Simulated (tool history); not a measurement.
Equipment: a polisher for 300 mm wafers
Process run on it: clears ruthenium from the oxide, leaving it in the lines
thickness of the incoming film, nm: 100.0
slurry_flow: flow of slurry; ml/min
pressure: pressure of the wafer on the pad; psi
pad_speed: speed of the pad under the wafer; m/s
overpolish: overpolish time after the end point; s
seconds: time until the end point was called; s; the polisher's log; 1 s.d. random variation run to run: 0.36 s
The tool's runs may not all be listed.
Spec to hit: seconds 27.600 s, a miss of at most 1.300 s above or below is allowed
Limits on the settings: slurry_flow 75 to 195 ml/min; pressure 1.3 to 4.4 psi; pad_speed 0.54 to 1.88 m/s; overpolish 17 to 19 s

run,hour,slurry_flow,pressure,pad_speed,overpolish,seconds
1,0.0,125,2.8,1.20,17,46.213
2,5.8,125,3.0,1.20,17,43.118
3,10.8,125,3.0,1.10,17,44.862
4,18.4,125,3.0,1.10,17,44.737
5,21.2,125,3.0,1.10,17,45.031
6,29.7,125,3.2,1.10,17,42.676
7,32.3,125,3.4,1.10,17,40.319
8,33.5,125,3.6,1.12,17,37.281
9,36.9,140,4.4,1.14,17,30.093
10,44.1,140,4.4,1.16,17,29.273
11,49.2,140,4.4,1.16,17,29.684
12,56.6,140,4.4,1.16,17,30.237

Pick the move, out of 5, that brings all results within their allowed miss; only one does.
A,64.0,155,4.4,1.50,17,?
B,64.0,115,4.3,1.60,17,?
C,64.0,140,4.3,1.06,17,?
D,64.0,185,4.0,1.24,17,?
E,64.0,75,4.4,1.66,19,?

move,seconds
A,24.480
B,25.549
C,31.560
D,29.446
E,27.901
A: moves the result that the last run missed by most past its target, out the other side
B: moves the result that the last run missed by most past its target, out the other side
C: lands further from the targets than the last run did
D: an improvement on the last run, though not all results are within tolerance
E: every result lands within tolerance
Answer: E

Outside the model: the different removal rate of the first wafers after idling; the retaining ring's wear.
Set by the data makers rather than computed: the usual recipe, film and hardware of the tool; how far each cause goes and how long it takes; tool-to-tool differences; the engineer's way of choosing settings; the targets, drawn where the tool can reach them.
